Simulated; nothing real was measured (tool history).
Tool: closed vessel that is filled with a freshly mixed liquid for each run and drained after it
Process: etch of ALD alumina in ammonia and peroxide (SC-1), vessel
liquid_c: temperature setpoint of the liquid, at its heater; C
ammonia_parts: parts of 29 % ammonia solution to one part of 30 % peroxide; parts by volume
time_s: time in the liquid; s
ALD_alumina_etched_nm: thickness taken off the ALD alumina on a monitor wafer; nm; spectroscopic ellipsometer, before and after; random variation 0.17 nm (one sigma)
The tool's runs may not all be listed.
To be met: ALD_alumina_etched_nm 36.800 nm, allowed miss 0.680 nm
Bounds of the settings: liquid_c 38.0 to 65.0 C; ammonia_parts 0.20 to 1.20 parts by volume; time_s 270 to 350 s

run 1 day=0.000 | liquid_c=49.0 ammonia_parts=0.90 time_s=350 | ALD_alumina_etched_nm=23.175
run 2 day=0.304 | liquid_c=49.0 ammonia_parts=0.90 time_s=350 | ALD_alumina_etched_nm=23.245
run 3 day=0.371 | liquid_c=49.0 ammonia_parts=0.90 time_s=350 | ALD_alumina_etched_nm=23.322
run 4 day=0.725 | liquid_c=51.5 ammonia_parts=0.90 time_s=350 | ALD_alumina_etched_nm=26.603
run 5 day=0.983 | liquid_c=51.5 ammonia_parts=0.80 time_s=350 | ALD_alumina_etched_nm=26.325
run 6 day=1.154 | liquid_c=53.0 ammonia_parts=0.80 time_s=350 | ALD_alumina_etched_nm=28.694
run 7 day=1.292 | liquid_c=54.0 ammonia_parts=0.80 time_s=350 | ALD_alumina_etched_nm=30.324
run 8 day=1.558 | liquid_c=55.0 ammonia_parts=0.80 time_s=350 | ALD_alumina_etched_nm=31.870
run 9 day=1.746 | liquid_c=55.0 ammonia_parts=0.80 time_s=350 | ALD_alumina_etched_nm=31.734
run 10 day=1.904 | liquid_c=56.0 ammonia_parts=0.80 time_s=350 | ALD_alumina_etched_nm=33.784

4 next moves are on the table. One of them brings every result within its allowed miss. Which?
run A day=2.062 | liquid_c=58.0 ammonia_parts=0.60 time_s=295 | ALD_alumina_etched_nm=?
run B day=2.062 | liquid_c=58.0 ammonia_parts=0.65 time_s=340 | ALD_alumina_etched_nm=?
run C day=2.062 | liquid_c=58.0 ammonia_parts=0.80 time_s=345 | ALD_alumina_etched_nm=?
run D day=2.062 | liquid_c=57.0 ammonia_parts=0.75 time_s=350 | ALD_alumina_etched_nm=?

move=A ALD_alumina_etched_nm=30.775
move=B ALD_alumina_etched_nm=35.739
move=C ALD_alumina_etched_nm=36.983
move=D ALD_alumina_etched_nm=35.394
A: further off than the last run
B: nearer than the last run, and not there yet
C: meets every target
D: nearer than the last run, and not there yet
Move C is the one to make.
